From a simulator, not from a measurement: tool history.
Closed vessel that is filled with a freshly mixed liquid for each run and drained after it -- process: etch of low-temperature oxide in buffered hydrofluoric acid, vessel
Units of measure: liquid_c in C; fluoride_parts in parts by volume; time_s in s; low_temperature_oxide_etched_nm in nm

run  hour  liquid_c  fluoride_parts  time_s  low_temperature_oxide_etched_nm
  1     0        22              16      30                           91.007
  2   4.7        24            15.5      30                           103.09
  3   7.7        21            15.5      30                           86.804
  4  14.1      22.5            15.5      30                           93.668
  5  23.1      22.5            12.5      30                           116.35
  6  27.5      22.5             8.5      30                           166.78
     31.6  -- thermometer replaced
  7  31.6        22             8.5      30                           172.19
  8  39.2      21.5             8.5      30                           167.98

For run 9, what comes out?
  9  40.5        21             8.5      30                                ?

Run 9 measured low_temperature_oxide_etched_nm 159.66 nm.
